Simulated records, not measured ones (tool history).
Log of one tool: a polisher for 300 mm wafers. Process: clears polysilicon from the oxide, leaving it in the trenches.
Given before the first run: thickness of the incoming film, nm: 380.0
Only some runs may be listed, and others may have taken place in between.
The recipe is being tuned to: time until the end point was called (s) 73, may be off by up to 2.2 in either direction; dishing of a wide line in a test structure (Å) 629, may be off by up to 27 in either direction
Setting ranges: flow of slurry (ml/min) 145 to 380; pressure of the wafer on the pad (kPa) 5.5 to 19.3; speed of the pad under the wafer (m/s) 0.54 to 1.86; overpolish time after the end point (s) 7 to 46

run	hour	flow of slurry (ml/min)	pressure of the wafer on the pad (kPa)	speed of the pad under the wafer (m/s)	overpolish time after the end point (s)	time until the end point was called (s)	dishing of a wide line in a test structure (Å)
1	0	245	12.4	1.18	24	35.311	693.81
2	7.8	245	13.8	1.18	24	32.489	702.59
3	12	245	12.4	1.14	24	36.28	688.52
4	20.2	245	12.4	0.86	24	47.985	655.69
5	26.7	270	12.4	0.86	24	47.539	657.75
6	30.1	270	12.4	1.1	24	37.677	680.15
7	32.1	265	11.7	1.08	25	40.165	678.3
8	34.4	265	11	1.06	25	43.793	675.26
9	41.7	265	10.3	1.04	25	47.524	652.32

Below are 4 possible settings for the next run. Only one of them brings all results inside the allowed miss of their targets. Which is it?
A	49	255	9	0.8	30	?	?
B	49	195	9	0.78	31	?	?
C	49	295	8.3	0.88	28	?	?
D	49	340	9	0.84	28	?	?

move	time until the end point was called (s)	dishing of a wide line in a test structure (Å)
A	69.338	626.71
B	73.571	622.54
C	67.416	620.21
D	64.439	627.37
A: better than the last run, though not everything is in spec
B: each result inside its tolerance
C: better than the last run, though not everything is in spec
D: better than the last run, though not everything is in spec
Go with B: it meets all targets.
